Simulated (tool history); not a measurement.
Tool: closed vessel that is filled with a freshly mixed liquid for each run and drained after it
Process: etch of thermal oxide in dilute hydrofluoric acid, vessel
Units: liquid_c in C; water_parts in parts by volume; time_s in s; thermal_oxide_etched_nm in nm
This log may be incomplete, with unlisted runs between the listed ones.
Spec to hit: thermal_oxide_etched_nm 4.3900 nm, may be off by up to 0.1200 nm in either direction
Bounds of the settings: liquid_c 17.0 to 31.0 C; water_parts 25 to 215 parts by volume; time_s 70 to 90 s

Run 1, day 0.000: liquid_c 23.0 C, water_parts 120 parts by volume, time_s 90 s. Result: thermal_oxide_etched_nm 3.3583 nm.
Run 2, day 0.196: liquid_c 23.0 C, water_parts 120 parts by volume, time_s 90 s. Result: thermal_oxide_etched_nm 3.3485 nm.
Run 3, day 0.358: liquid_c 24.0 C, water_parts 120 parts by volume, time_s 90 s. Result: thermal_oxide_etched_nm 3.4948 nm.
Run 4, day 0.438: liquid_c 22.0 C, water_parts 120 parts by volume, time_s 90 s. Result: thermal_oxide_etched_nm 3.2049 nm.
Run 5, day 0.696: liquid_c 23.0 C, water_parts 120 parts by volume, time_s 90 s. Result: thermal_oxide_etched_nm 3.3447 nm.
Run 6, day 0.896: liquid_c 23.0 C, water_parts 145 parts by volume, time_s 90 s. Result: thermal_oxide_etched_nm 2.6773 nm.
Run 7, day 0.950: liquid_c 27.0 C, water_parts 120 parts by volume, time_s 90 s. Result: thermal_oxide_etched_nm 3.9144 nm.
Run 8, day 0.992: liquid_c 27.5 C, water_parts 120 parts by volume, time_s 90 s. Result: thermal_oxide_etched_nm 3.9594 nm.
Run 9, day 1.092: liquid_c 28.0 C, water_parts 120 parts by volume, time_s 90 s. Result: thermal_oxide_etched_nm 4.0685 nm.
Run 10, day 1.379: liquid_c 28.5 C, water_parts 120 parts by volume, time_s 90 s. Result: thermal_oxide_etched_nm 4.1580 nm.

4 next moves are on the table. One of them brings every result within its allowed miss. Which?
Run A, day 1.667: liquid_c 28.0 C, water_parts 105 parts by volume, time_s 70 s. Result: thermal_oxide_etched_nm ?.
Run B, day 1.667: liquid_c 29.5 C, water_parts 95 parts by volume, time_s 70 s. Result: thermal_oxide_etched_nm ?.
Run C, day 1.667: liquid_c 25.5 C, water_parts 110 parts by volume, time_s 90 s. Result: thermal_oxide_etched_nm ?.
Run D, day 1.667: liquid_c 27.0 C, water_parts 100 parts by volume, time_s 90 s. Result: thermal_oxide_etched_nm ?.

move  thermal_oxide_etched_nm
   A                   3.6562
   B                   4.3368
   C                   4.0501
   D                   4.7821
A: lands further from the targets than the last run did
B: every result lands within tolerance
C: lands further from the targets than the last run did
D: carries the result that was furthest off beyond its target, to the other side
Go with B: it meets all targets.
